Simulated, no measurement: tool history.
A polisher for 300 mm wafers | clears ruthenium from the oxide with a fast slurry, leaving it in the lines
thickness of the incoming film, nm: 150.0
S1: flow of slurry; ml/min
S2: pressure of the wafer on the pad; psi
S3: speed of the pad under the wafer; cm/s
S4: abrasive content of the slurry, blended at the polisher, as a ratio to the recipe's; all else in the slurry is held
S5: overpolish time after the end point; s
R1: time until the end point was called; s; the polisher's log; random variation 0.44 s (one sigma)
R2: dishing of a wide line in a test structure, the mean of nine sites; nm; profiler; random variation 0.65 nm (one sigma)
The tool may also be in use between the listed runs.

run	hour	S1	S2	S3	S4	S5	R1	R2
1	0	260	2.3	124	1	13	32.272	45.635
2	7.2	300	2.3	124	1	13	31.714	47.719
3	8.3	300	2.3	124	1.15	13	29.96	50.927
4	11.4	295	2	124	1.15	13	32.97	46.308
5	16	290	1.7	122	1.15	14	37.769	43.773
6	18	285	1.5	122	1.15	14	41.666	39.805
7	19.2	280	1.4	122	1.15	14	42.943	39.159

The next listed run, before its measurement:
8	26.3	280	1	122	1.15	15	?	?

R1: 52.579 s
R2: 34.011 nm

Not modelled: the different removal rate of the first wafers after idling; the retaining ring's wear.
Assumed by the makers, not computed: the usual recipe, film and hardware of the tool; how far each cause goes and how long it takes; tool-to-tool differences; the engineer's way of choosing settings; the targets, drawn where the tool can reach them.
